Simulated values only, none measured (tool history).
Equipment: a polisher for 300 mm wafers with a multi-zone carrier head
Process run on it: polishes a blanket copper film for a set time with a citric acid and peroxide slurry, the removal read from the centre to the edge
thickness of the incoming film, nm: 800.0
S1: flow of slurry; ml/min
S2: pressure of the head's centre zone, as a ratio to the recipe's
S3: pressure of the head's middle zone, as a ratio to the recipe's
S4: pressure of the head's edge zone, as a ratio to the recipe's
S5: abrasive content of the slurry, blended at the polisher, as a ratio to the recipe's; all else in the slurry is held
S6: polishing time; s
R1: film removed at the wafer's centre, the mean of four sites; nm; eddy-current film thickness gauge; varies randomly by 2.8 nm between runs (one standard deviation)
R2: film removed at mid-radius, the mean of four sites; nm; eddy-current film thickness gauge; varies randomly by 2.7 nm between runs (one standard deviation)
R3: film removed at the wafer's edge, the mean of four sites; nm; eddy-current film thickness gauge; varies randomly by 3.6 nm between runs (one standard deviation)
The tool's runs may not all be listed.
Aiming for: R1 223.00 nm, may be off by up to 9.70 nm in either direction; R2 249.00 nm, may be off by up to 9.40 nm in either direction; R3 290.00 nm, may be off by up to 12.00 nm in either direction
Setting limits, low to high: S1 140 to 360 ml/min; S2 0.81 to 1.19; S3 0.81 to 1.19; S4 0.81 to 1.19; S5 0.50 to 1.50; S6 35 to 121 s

| run | day | S1 | S2 | S3 | S4 | S5 | S6 | R1 | R2 | R3 |
|---|---|---|---|---|---|---|---|---|---|---|
| 1 | 0.000 | 230 | 1.00 | 1.00 | 1.00 | 1.00 | 78 | 286.60 | 286.87 | 288.01 |
| 2 | 0.162 | 230 | 1.00 | 1.00 | 1.07 | 1.00 | 78 | 277.62 | 285.59 | 294.07 |
| 3 | 0.325 | 230 | 1.00 | 1.00 | 1.07 | 1.20 | 78 | 298.77 | 302.59 | 309.33 |
| 4 | 0.425 | 225 | 0.96 | 0.97 | 1.08 | 1.15 | 78 | 281.81 | 289.80 | 309.66 |
| 5 | 0.762 | 225 | 0.96 | 0.97 | 1.08 | 1.15 | 91 | 323.26 | 337.72 | 358.80 |
| 6 | 1.008 | 225 | 0.96 | 0.97 | 1.08 | 1.15 | 100 | 368.40 | 372.53 | 393.71 |
| 7 | 1.362 | 220 | 0.93 | 0.95 | 1.08 | 1.00 | 96 | 333.06 | 337.44 | 363.93 |
| 8 | 1.658 | 210 | 0.90 | 0.95 | 1.11 | 0.95 | 91 | 282.64 | 315.87 | 347.20 |
| 9 | 1.808 | 205 | 0.88 | 0.93 | 1.10 | 0.85 | 90 | 275.91 | 296.45 | 328.63 |
| 10 | 2.112 | 200 | 0.86 | 0.92 | 1.11 | 0.75 | 89 | 253.38 | 283.85 | 309.23 |

5 candidate next runs follow, results not yet known. Just one meets every target within its allowed miss. Identify it.
| A | 2.417 | 190 | 0.81 | 0.92 | 1.12 | 0.80 | 95 | ? | ? | ? |
| B | 2.417 | 225 | 0.84 | 0.81 | 1.18 | 0.85 | 73 | ? | ? | ? |
| C | 2.417 | 200 | 0.84 | 0.88 | 1.13 | 0.65 | 85 | ? | ? | ? |
| D | 2.417 | 225 | 0.92 | 0.90 | 1.14 | 0.65 | 84 | ? | ? | ? |
| E | 2.417 | 205 | 0.91 | 1.10 | 0.95 | 0.55 | 99 | ? | ? | ? |

| move | R1 | R2 | R3 |
|---|---|---|---|
| A | 256.38 | 309.50 | 336.98 |
| B | 213.26 | 229.13 | 275.61 |
| C | 225.81 | 255.44 | 286.76 |
| D | 248.98 | 259.89 | 287.96 |
| E | 272.16 | 326.88 | 291.36 |
A: the biggest miss grows against the last run
B: the result that was furthest off in the last run now lies on the other side of its target
C: in spec on every target
D: nearer the targets than the last run, but a result is still out of spec
E: the biggest miss grows against the last run
Move C is the one to make.

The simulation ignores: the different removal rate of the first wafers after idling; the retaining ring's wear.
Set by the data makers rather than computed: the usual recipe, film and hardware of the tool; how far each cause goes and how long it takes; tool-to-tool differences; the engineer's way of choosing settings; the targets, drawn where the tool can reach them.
